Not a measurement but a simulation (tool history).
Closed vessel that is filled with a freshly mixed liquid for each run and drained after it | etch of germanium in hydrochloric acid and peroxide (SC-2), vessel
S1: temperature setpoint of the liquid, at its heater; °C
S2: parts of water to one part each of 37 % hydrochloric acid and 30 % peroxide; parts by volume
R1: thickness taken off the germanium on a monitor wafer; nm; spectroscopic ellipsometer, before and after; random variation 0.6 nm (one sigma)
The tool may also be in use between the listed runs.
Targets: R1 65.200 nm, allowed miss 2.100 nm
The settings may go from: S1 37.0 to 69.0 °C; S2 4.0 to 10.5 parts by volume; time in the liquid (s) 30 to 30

{"run": 1, "hour": 0.0, "S1": 53.0, "S2": 5.5, "time in the liquid (s)": 30, "R1": 51.699}
{"run": 2, "hour": 2.6, "S1": 53.0, "S2": 6.5, "time in the liquid (s)": 30, "R1": 51.227}
{"run": 3, "hour": 5.1, "S1": 55.0, "S2": 6.5, "time in the liquid (s)": 30, "R1": 54.66}
{"run": 4, "hour": 12.5, "S1": 56.5, "S2": 6.5, "time in the liquid (s)": 30, "R1": 56.839}
{"run": 5, "hour": 20.2, "S1": 57.5, "S2": 6.5, "time in the liquid (s)": 30, "R1": 58.894}
{"run": 6, "hour": 24.9, "S1": 58.5, "S2": 6.5, "time in the liquid (s)": 30, "R1": 60.199}
{"run": 7, "hour": 29.3, "S1": 59.0, "S2": 6.5, "time in the liquid (s)": 30, "R1": 61.466}
{"run": 8, "hour": 37.0, "S1": 59.5, "S2": 6.5, "time in the liquid (s)": 30, "R1": 62.361}

4 next moves are on the table. One of them brings every result within its allowed miss. Which?
{"run": "A", "hour": 44.7, "S1": 59.0, "S2": 7.5, "time in the liquid (s)": 30, "R1": "?"}
{"run": "B", "hour": 44.7, "S1": 59.0, "S2": 8.0, "time in the liquid (s)": 30, "R1": "?"}
{"run": "C", "hour": 44.7, "S1": 58.0, "S2": 6.5, "time in the liquid (s)": 30, "R1": "?"}
{"run": "D", "hour": 44.7, "S1": 61.5, "S2": 6.5, "time in the liquid (s)": 30, "R1": "?"}

move=A R1=61.145
move=B R1=60.849
move=C R1=59.867
move=D R1=66.486
A: further off than the last run
B: further off than the last run
C: further off than the last run
D: meets every target
The right move is D.

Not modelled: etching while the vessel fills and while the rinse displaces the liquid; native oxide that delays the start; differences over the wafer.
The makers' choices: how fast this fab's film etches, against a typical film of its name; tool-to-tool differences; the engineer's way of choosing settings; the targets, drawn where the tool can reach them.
